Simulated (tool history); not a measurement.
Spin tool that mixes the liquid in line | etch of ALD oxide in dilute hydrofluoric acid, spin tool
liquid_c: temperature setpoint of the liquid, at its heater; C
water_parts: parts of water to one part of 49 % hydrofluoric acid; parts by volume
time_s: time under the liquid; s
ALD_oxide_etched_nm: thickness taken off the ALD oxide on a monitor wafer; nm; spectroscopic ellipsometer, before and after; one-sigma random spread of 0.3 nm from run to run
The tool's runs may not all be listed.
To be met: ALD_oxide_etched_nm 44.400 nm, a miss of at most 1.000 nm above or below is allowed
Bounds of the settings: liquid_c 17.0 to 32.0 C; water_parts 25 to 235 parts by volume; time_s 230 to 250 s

| run | hour | liquid_c | water_parts | time_s | ALD_oxide_etched_nm |
|---|---|---|---|---|---|
| 1 | 0.0 | 24.0 | 130 | 230 | 25.145 |
| 2 | 4.6 | 25.5 | 125 | 230 | 27.441 |
| 3 | 11.1 | 25.5 | 125 | 250 | 29.528 |
| 4 | 16.8 | 26.5 | 120 | 250 | 32.308 |
| 5 | 23.8 | 27.5 | 115 | 250 | 35.692 |
| 6 | 30.1 | 25.0 | 115 | 250 | 32.238 |
| 7 | 35.0 | 26.5 | 115 | 250 | 33.993 |
| 8 | 38.7 | 27.5 | 115 | 250 | 36.023 |
| 9 | 39.4 | 28.5 | 115 | 250 | 37.033 |
| 10 | 46.7 | 29.0 | 115 | 250 | 37.619 |
| 11 | 54.7 | 29.5 | 115 | 250 | 38.412 |
| 12 | 55.4 | 30.0 | 115 | 250 | 39.684 |
| 13 | 56.7 | 30.5 | 115 | 250 | 40.375 |

5 candidate next runs follow, results not yet known. Just one meets every target within its allowed miss. Identify it.
| A | 58.0 | 31.0 | 120 | 230 | ? |
| B | 58.0 | 32.0 | 115 | 250 | ? |
| C | 58.0 | 26.0 | 100 | 240 | ? |
| D | 58.0 | 31.5 | 120 | 240 | ? |
| E | 58.0 | 32.0 | 110 | 250 | ? |

| move | ALD_oxide_etched_nm |
|---|---|
| A | 35.798 |
| B | 42.408 |
| C | 38.135 |
| D | 38.040 |
| E | 44.658 |
A: further off than the last run
B: nearer the targets than the last run, but a result is still out of spec
C: further off than the last run
D: further off than the last run
E: all results in spec
Go with E: it meets all targets.

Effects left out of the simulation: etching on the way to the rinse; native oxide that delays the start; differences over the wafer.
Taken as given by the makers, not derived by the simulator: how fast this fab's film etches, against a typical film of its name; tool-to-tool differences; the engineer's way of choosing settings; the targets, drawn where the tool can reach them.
